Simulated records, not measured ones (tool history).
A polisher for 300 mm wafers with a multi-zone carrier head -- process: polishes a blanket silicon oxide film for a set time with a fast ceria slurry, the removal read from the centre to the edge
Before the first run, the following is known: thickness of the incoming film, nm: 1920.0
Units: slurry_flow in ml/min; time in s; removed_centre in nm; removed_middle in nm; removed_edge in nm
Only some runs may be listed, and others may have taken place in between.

run,day,slurry_flow,centre_zone,middle_zone,edge_zone,time,removed_centre,removed_middle,removed_edge
1,0,280,1,1,1,55,776.32,775.47,773.05
2,0.225,280,0.99,0.98,0.98,51,718.77,715.88,713.87
3,0.271,280,0.99,0.96,0.97,48,688.12,672.78,679.69
4,0.446,280,0.99,0.92,0.97,48,696.17,642.69,690.98
5,0.658,280,0.98,0.91,0.96,45,643.08,589.24,623.1
6,0.812,310,0.98,0.91,0.96,45,636.78,600.75,624.4
7,1.158,310,0.97,0.9,0.94,44,613.23,569.72,598.48
8,1.383,310,0.95,0.89,0.92,44,611.27,574.21,602.31

What will run 9 give?
9,1.608,310,0.94,0.88,0.91,43,?,?,?

{"run 9": {"removed_centre": 592.37, "removed_middle": 557.51, "removed_edge": 586.88}}

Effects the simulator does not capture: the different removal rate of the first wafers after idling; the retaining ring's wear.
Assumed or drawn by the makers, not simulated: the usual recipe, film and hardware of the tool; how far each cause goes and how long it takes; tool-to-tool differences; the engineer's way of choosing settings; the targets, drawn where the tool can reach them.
